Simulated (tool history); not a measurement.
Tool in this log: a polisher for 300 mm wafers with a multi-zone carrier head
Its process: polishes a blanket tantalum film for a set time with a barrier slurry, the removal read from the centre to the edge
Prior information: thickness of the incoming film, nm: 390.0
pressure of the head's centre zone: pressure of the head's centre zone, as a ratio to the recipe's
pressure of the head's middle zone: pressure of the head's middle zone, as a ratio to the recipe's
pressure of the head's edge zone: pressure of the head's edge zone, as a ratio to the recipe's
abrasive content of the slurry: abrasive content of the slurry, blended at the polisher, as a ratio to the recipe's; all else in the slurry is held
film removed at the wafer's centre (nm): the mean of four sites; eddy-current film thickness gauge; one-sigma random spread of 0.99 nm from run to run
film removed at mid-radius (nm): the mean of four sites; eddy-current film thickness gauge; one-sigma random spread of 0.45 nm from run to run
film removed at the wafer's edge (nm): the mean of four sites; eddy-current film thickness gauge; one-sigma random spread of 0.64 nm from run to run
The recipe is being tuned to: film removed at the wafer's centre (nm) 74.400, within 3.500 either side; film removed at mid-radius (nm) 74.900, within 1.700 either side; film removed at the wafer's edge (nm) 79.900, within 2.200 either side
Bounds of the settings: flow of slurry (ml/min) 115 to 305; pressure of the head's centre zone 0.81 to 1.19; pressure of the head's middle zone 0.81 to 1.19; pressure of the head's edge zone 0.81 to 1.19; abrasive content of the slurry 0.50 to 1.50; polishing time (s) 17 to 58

run	day	flow of slurry (ml/min)	pressure of the head's centre zone	pressure of the head's middle zone	pressure of the head's edge zone	abrasive content of the slurry	polishing time (s)	film removed at the wafer's centre (nm)	film removed at mid-radius (nm)	film removed at the wafer's edge (nm)
1	0.000	195	1.00	1.00	1.00	1.00	37	56.038	54.020	54.577
2	0.029	195	1.00	1.00	0.92	1.00	37	55.576	54.680	53.596
3	0.367	195	1.00	1.00	0.88	1.00	37	54.964	54.391	52.040
4	0.733	195	1.00	0.97	0.88	1.00	37	55.450	53.308	52.263
5	0.775	155	1.00	0.97	0.88	1.00	37	51.554	50.147	50.219
6	1.092	155	0.96	0.97	0.88	1.00	37	50.417	49.783	50.351
7	1.450	165	0.95	0.98	0.92	1.05	38	52.795	53.084	55.029
8	1.675	180	0.95	0.99	0.95	1.10	38	55.233	55.369	56.277
9	1.775	125	0.93	0.99	1.05	1.35	48	63.435	67.451	73.665
10	2.008	135	0.94	0.99	1.05	1.35	48	67.137	69.199	75.344
11	2.117	140	0.94	0.99	1.05	1.35	48	67.727	70.115	76.571
12	2.179	145	0.94	0.99	1.05	1.35	48	70.828	70.303	76.394
13	2.488	150	0.94	0.99	1.05	1.35	48	69.760	71.476	77.432
14	2.729	155	0.94	0.99	1.05	1.35	48	70.548	71.740	77.389
15	2.871	160	0.94	0.99	1.05	1.35	48	70.788	72.740	78.164

Of the 4 settings listed for the next run, only one would bring every result within its allowed miss of target. Which one?
A	3.012	215	0.91	1.09	1.00	1.30	45	?	?	?
B	3.012	165	0.90	0.97	1.06	1.30	48	?	?	?
C	3.012	135	0.99	1.00	1.01	1.40	55	?	?	?
D	3.012	190	1.00	1.04	1.13	1.20	47	?	?	?

move	film removed at the wafer's centre (nm)	film removed at mid-radius (nm)	film removed at the wafer's edge (nm)
A	70.033	77.551	74.358
B	69.248	70.597	78.339
C	80.847	79.650	85.690
D	74.384	74.202	79.352
A: carries the result that was furthest off beyond its target, to the other side
B: the biggest miss grows against the last run
C: carries the result that was furthest off beyond its target, to the other side
D: in spec on every target
D meets every target.
